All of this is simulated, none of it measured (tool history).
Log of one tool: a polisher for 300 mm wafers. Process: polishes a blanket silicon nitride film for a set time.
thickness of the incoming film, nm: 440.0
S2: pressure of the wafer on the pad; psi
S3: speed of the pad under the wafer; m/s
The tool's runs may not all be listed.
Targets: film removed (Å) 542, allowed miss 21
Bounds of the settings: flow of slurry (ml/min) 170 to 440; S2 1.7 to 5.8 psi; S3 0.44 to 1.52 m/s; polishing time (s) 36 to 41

Run 1, day 0: flow of slurry (ml/min) 280, S2 3.7 psi, S3 0.98 m/s, polishing time (s) 41. Result: film removed (Å) 606.11.
Run 2, day 0.367: flow of slurry (ml/min) 280, S2 3.6 psi, S3 0.98 m/s, polishing time (s) 41. Result: film removed (Å) 588.48.
Run 3, day 0.683: flow of slurry (ml/min) 280, S2 3.5 psi, S3 0.98 m/s, polishing time (s) 41. Result: film removed (Å) 574.06.
Run 4, day 0.938: flow of slurry (ml/min) 280, S2 2.9 psi, S3 0.98 m/s, polishing time (s) 41. Result: film removed (Å) 504.69.
Run 5, day 0.979: flow of slurry (ml/min) 280, S2 3 psi, S3 0.98 m/s, polishing time (s) 41. Result: film removed (Å) 516.16.
Run 6, day 1.262: flow of slurry (ml/min) 280, S2 3 psi, S3 0.98 m/s, polishing time (s) 36. Result: film removed (Å) 444.91.
Run 7, day 1.404: flow of slurry (ml/min) 280, S2 3.2 psi, S3 0.98 m/s, polishing time (s) 36. Result: film removed (Å) 473.08.
Run 8, day 1.546: flow of slurry (ml/min) 280, S2 3.3 psi, S3 0.98 m/s, polishing time (s) 36. Result: film removed (Å) 483.62.
Run 9, day 1.696: flow of slurry (ml/min) 280, S2 3.4 psi, S3 0.98 m/s, polishing time (s) 36. Result: film removed (Å) 490.45.
Run 10, day 1.842: flow of slurry (ml/min) 280, S2 3.5 psi, S3 0.98 m/s, polishing time (s) 36. Result: film removed (Å) 505.25.
At day 2.146: worn pad replaced by a new one.
Run 11, day 2.146: flow of slurry (ml/min) 280, S2 3.8 psi, S3 0.98 m/s, polishing time (s) 36. Result: film removed (Å) 602.31.
Run 12, day 2.275: flow of slurry (ml/min) 280, S2 3.7 psi, S3 0.98 m/s, polishing time (s) 36. Result: film removed (Å) 583.43.
Run 13, day 2.304: flow of slurry (ml/min) 280, S2 3.6 psi, S3 0.98 m/s, polishing time (s) 36. Result: film removed (Å) 586.44.

Which of these 4 next moves meets every target?
Run A, day 2.333: flow of slurry (ml/min) 235, S2 2.8 psi, S3 1.16 m/s, polishing time (s) 36. Result: film removed (Å) ?.
Run B, day 2.333: flow of slurry (ml/min) 235, S2 3.6 psi, S3 1.06 m/s, polishing time (s) 36. Result: film removed (Å) ?.
Run C, day 2.333: flow of slurry (ml/min) 285, S2 3.8 psi, S3 1.1 m/s, polishing time (s) 37. Result: film removed (Å) ?.
Run D, day 2.333: flow of slurry (ml/min) 265, S2 3.5 psi, S3 1.08 m/s, polishing time (s) 37. Result: film removed (Å) ?.

move  film removed (Å)
   A            546.76
   B            616.18
   C            690.42
   D            634.43
A: meets every target
B: further off than the last run
C: further off than the last run
D: further off than the last run
Move A is the one to make.
